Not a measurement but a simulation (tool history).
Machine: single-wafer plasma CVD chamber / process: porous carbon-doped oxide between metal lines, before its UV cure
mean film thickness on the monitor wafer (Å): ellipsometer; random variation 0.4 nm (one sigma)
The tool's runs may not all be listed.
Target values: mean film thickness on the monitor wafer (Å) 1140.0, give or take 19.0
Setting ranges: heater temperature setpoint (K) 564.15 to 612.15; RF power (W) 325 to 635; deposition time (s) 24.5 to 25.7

run,hour,heater temperature setpoint (K),RF power (W),deposition time (s),mean film thickness on the monitor wafer (Å)
1,0.0,588.15,480,25.7,1360.0
2,8.0,588.15,535,25.7,1456.0
3,14.8,593.15,505,25.6,1359.2
4,16.7,597.15,490,25.5,1300.1
5,25.0,600.15,480,25.5,1259.1
6,26.7,600.15,480,25.7,1270.8
7,34.7,603.15,470,25.7,1239.2
8,39.6,605.15,460,25.7,1201.0
9,45.4,607.15,455,25.7,1176.9

Of the 5 settings listed for the next run, only one would bring every result within its allowed miss of target. Which one?
A,51.2,611.15,465,25.7,?
B,51.2,609.15,465,25.7,?
C,51.2,611.15,460,24.8,?
D,51.2,599.15,450,25.4,?
E,51.2,603.15,470,24.5,?

move,mean film thickness on the monitor wafer (Å)
A,1184.7
B,1196.2
C,1136.7
D,1217.1
E,1184.1
A: misses by more than the last run did
B: misses by more than the last run did
C: every result within its allowed miss
D: misses by more than the last run did
E: misses by more than the last run did
The right move is C.

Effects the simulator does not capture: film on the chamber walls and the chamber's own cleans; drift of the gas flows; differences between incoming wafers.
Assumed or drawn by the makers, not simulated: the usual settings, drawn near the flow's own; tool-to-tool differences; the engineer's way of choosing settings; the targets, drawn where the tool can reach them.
